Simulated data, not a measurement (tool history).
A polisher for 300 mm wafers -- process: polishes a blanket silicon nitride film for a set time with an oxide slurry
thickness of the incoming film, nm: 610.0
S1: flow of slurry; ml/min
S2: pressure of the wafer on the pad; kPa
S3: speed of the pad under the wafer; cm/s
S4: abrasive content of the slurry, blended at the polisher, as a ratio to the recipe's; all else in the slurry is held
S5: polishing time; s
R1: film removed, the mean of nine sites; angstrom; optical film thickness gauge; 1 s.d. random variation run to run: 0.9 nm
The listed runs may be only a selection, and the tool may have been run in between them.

{"run": 1, "hour": 0.0, "S1": 190, "S2": 29.6, "S3": 136, "S4": 1.0, "S5": 93, "R1": 814.52}
{"run": 2, "hour": 5.2, "S1": 190, "S2": 29.6, "S3": 136, "S4": 0.8, "S5": 93, "R1": 735.4}
{"run": 3, "hour": 12.6, "S1": 190, "S2": 33.1, "S3": 136, "S4": 0.8, "S5": 93, "R1": 813.82}
{"run": 4, "hour": 18.1, "S1": 195, "S2": 34.5, "S3": 136, "S4": 0.8, "S5": 93, "R1": 838.85}
{"run": 5, "hour": 24.4, "S1": 195, "S2": 35.9, "S3": 136, "S4": 0.8, "S5": 93, "R1": 873.49}
{"run": 6, "hour": 27.4, "S1": 195, "S2": 37.2, "S3": 136, "S4": 0.8, "S5": 93, "R1": 911.07}
{"run": 7, "hour": 31.2, "S1": 195, "S2": 37.9, "S3": 136, "S4": 0.8, "S5": 93, "R1": 918.55}
{"run": 8, "hour": 37.8, "S1": 195, "S2": 38.6, "S3": 136, "S4": 0.8, "S5": 93, "R1": 941.88}

Predict the results of run 9:
{"run": 9, "hour": 40.5, "S1": 195, "S2": 39.3, "S3": 136, "S4": 0.8, "S5": 93, "R1": "?"}

R1: 974.99 angstrom
